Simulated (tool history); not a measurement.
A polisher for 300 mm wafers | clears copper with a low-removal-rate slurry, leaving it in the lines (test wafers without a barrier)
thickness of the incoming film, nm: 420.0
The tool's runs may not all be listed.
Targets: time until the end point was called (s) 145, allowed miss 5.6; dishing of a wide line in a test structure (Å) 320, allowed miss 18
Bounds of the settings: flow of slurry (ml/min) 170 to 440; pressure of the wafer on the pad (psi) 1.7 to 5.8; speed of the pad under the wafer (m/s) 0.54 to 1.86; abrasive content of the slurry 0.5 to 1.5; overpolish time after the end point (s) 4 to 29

run  hour  flow of slurry (ml/min)  pressure of the wafer on the pad (psi)  speed of the pad under the wafer (m/s)  abrasive content of the slurry  overpolish time after the end point (s)  time until the end point was called (s)  dishing of a wide line in a test structure (Å)
  1     0                      280                                     3.7                                    1.18                               1                                       15                                    104.7                                          503.01
  2   0.5                      280                                     3.7                                    1.18                               1                                        9                                   102.73                                          312.86
  3   3.5                      280                                     3.7                                    1.06                               1                                        9                                   112.37                                          285.79
  4   4.6                      275                                     3.4                                    1.06                               1                                       10                                   122.78                                          292.89
  5     9                      275                                     3.2                                    1.06                               1                                       11                                   128.72                                          303.21
  6  14.2                      305                                     3.2                                    1.06                               1                                       11                                   126.92                                          303.91
  7  21.4                      295                                     3.1                                    1.06                               1                                       12                                   136.22                                          311.28
  8  29.3                      295                                       3                                    1.06                               1                                       12                                   135.09                                          313.56
  9  36.5                      295                                     2.9                                    1.06                               1                                       12                                   140.66                                          293.67
     44.4  -- head pressure recalibrated
 10  44.4                      295                                     2.9                                    1.06                               1                                       13                                   131.82                                          347.11
 11  51.5                      295                                     2.8                                    1.06                               1                                       13                                   135.21                                          341.91

4 next moves are on the table. One of them brings every result within its allowed miss. Which?
  A  58.6                      280                                       3                                    0.94                            0.95                                       13                                        ?                                               ?
  B  58.6                      320                                     2.8                                    1.14                            1.15                                       13                                        ?                                               ?
  C  58.6                      260                                     3.2                                    0.86                            0.85                                       16                                        ?                                               ?
  D  58.6                      305                                     2.9                                    1.06                            1.05                                       14                                        ?                                               ?

move  time until the end point was called (s)  dishing of a wide line in a test structure (Å)
   A                                   142.34                                          317.59
   B                                   121.49                                          365.03
   C                                   148.88                                          368.67
   D                                   128.23                                          372.24
A: meets every target
B: further off than the last run
C: brings the result that was furthest off to its target, and leaves another outside
D: further off than the last run
The right move is A.

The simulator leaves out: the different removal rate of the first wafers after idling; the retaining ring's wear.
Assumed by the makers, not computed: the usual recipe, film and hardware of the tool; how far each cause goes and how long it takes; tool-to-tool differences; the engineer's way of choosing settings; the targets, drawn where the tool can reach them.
